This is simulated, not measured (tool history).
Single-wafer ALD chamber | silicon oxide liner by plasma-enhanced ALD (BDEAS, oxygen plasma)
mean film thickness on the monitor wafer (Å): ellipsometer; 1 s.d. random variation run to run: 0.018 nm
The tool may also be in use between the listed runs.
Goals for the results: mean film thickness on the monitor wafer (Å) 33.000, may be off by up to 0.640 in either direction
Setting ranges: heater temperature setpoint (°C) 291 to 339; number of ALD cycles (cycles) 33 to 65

run	hour	heater temperature setpoint (°C)	number of ALD cycles (cycles)	mean film thickness on the monitor wafer (Å)
1	0.0	315	49	44.158
2	5.0	315	47	42.154
3	8.4	315	45	40.347
4	10.4	315	44	39.116
5	15.9	315	43	38.285
6	19.3	325	43	38.048
7	20.8	325	42	36.711
8	29.5	325	41	35.963
9	35.9	326	36	31.393
10	41.6	326	37	32.330

5 next moves are on the table. One of them brings every result within its allowed miss. Which?
A	47.3	333	36	?
B	47.3	321	36	?
C	47.3	311	34	?
D	47.3	334	36	?
E	47.3	325	38	?

move	mean film thickness on the monitor wafer (Å)
A	31.150
B	31.777
C	30.505
D	31.098
E	33.322
A: moves away from the targets compared with the last run
B: moves away from the targets compared with the last run
C: moves away from the targets compared with the last run
D: moves away from the targets compared with the last run
E: all results in spec
So the answer is move E, the one that meets all the targets.
